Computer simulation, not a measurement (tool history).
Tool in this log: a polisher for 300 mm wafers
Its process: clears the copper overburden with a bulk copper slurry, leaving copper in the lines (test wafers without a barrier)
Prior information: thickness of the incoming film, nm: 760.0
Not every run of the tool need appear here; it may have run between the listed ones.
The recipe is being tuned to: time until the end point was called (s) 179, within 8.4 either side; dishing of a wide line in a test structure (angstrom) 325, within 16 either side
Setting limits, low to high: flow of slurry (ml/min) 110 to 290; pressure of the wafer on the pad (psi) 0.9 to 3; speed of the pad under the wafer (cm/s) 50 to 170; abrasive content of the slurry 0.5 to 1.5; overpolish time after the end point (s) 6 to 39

run  hour  flow of slurry (ml/min)  pressure of the wafer on the pad (psi)  speed of the pad under the wafer (cm/s)  abrasive content of the slurry  overpolish time after the end point (s)  time until the end point was called (s)  dishing of a wide line in a test structure (angstrom)
  1     0                      185                                     1.9                                      110                               1                                       20                                   97.252                                                 382.15
  2     5                      150                                     1.9                                      110                               1                                       20                                   101.25                                                 366.41
  3  12.6                      150                                     1.7                                      108                               1                                       21                                   116.04                                                 350.51
  4  13.7                      150                                     1.6                                      106                               1                                       23                                   122.55                                                 340.32
  5  20.6                      150                                     1.6                                       82                               1                                       23                                   163.41                                                 329.65
  6  28.3                      150                                     1.6                                       92                               1                                       23                                   142.79                                                 342.07
  7  36.2                      150                                     1.5                                       92                               1                                       24                                   153.14                                                 339.69
  8  41.9                      145                                     1.4                                       92                               1                                       25                                   165.65                                                 324.36
  9  49.7                      145                                     1.4                                       92                               1                                       26                                   165.04                                                 319.59

Of the 5 settings listed for the next run, only one would bring every result within its allowed miss of target. Which one?
  A  57.5                      110                                     1.1                                      122                             1.1                                       29                                        ?                                                      ?
  B  57.5                      165                                     1.6                                       86                             0.7                                       23                                        ?                                                      ?
  C  57.5                      110                                     1.1                                      132                             1.1                                       21                                        ?                                                      ?
  D  57.5                      175                                     1.4                                       74                               1                                       28                                        ?                                                      ?
  E  57.5                      140                                     1.7                                       72                             0.9                                       24                                        ?                                                      ?

move  time until the end point was called (s)  dishing of a wide line in a test structure (angstrom)
   A                                    167.2                                                 318.03
   B                                    166.6                                                 323.61
   C                                   154.85                                                 301.18
   D                                    197.8                                                 318.71
   E                                   181.18                                                 322.49
A: nearer the targets than the last run, but a result is still out of spec
B: nearer the targets than the last run, but a result is still out of spec
C: lands further from the targets than the last run did
D: the result that was furthest off in the last run now lies on the other side of its target
E: all results land within tolerance of their targets
The right move is E.
